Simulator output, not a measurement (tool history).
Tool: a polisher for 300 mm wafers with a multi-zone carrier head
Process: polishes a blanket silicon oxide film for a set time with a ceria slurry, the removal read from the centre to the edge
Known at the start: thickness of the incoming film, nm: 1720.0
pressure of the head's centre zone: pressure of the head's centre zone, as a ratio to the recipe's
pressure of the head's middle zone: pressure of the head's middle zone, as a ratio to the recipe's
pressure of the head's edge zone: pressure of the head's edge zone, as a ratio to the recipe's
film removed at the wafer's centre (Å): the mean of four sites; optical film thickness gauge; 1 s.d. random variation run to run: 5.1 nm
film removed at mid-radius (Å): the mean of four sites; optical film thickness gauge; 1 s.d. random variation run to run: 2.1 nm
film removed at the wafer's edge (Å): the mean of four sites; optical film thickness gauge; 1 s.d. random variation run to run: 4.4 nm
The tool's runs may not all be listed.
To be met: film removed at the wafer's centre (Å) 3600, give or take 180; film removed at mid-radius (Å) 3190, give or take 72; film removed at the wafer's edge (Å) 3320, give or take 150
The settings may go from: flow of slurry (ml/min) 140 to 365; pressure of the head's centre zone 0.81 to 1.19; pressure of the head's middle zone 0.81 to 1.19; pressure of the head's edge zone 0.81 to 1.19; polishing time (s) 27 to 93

| run | day | flow of slurry (ml/min) | pressure of the head's centre zone | pressure of the head's middle zone | pressure of the head's edge zone | polishing time (s) | film removed at the wafer's centre (Å) | film removed at mid-radius (Å) | film removed at the wafer's edge (Å) |
|---|---|---|---|---|---|---|---|---|---|
| 1 | 0 | 235 | 1 | 1 | 1 | 59 | 3886.8 | 3951.8 | 4128.8 |
| 2 | 0.067 | 235 | 1.01 | 0.99 | 0.98 | 58 | 3824 | 3862.5 | 4063.7 |
| 3 | 0.092 | 235 | 1.01 | 0.99 | 0.98 | 67 | 4505.1 | 4435.8 | 4638.3 |
| 4 | 0.129 | 235 | 1.02 | 0.98 | 0.96 | 65 | 4238.5 | 4291.9 | 4407.5 |
|  | 0.154 | slurry nozzle cleaned |
| 5 | 0.154 | 235 | 1.04 | 0.96 | 0.95 | 64 | 4660.3 | 4367 | 4482.9 |
| 6 | 0.208 | 190 | 1.04 | 0.96 | 0.95 | 64 | 4648.6 | 4262.8 | 4369.2 |
| 7 | 0.342 | 185 | 1.03 | 0.95 | 0.94 | 62 | 4297.6 | 4013.7 | 4265.5 |
| 8 | 0.404 | 250 | 1.08 | 0.94 | 0.86 | 45 | 3470.4 | 3016.5 | 3080.6 |

Which one of the following 5 next-run settings gets every result inside its allowed miss? There is exactly one.
| A | 0.467 | 235 | 1.17 | 1.18 | 0.81 | 40 | ? | ? | ? |
| B | 0.467 | 235 | 1.1 | 0.94 | 0.81 | 44 | ? | ? | ? |
| C | 0.467 | 205 | 1.1 | 0.96 | 0.92 | 48 | ? | ? | ? |
| D | 0.467 | 240 | 1.11 | 0.82 | 0.88 | 48 | ? | ? | ? |
| E | 0.467 | 310 | 1.12 | 1.07 | 0.81 | 41 | ? | ? | ? |

| move | film removed at the wafer's centre (Å) | film removed at mid-radius (Å) | film removed at the wafer's edge (Å) |
|---|---|---|---|
| A | 3278 | 3255.1 | 2664.4 |
| B | 3383 | 2951.9 | 2940.2 |
| C | 3620.4 | 3220.6 | 3299.2 |
| D | 3731.5 | 2883.5 | 3305.5 |
| E | 3318.7 | 3159.5 | 2796.4 |
A: the furthest-off result lands on target, but another misses its tolerance
B: lands further from the targets than the last run did
C: meets every target
D: lands further from the targets than the last run did
E: the furthest-off result lands on target, but another misses its tolerance
Correct choice: C, which meets every target

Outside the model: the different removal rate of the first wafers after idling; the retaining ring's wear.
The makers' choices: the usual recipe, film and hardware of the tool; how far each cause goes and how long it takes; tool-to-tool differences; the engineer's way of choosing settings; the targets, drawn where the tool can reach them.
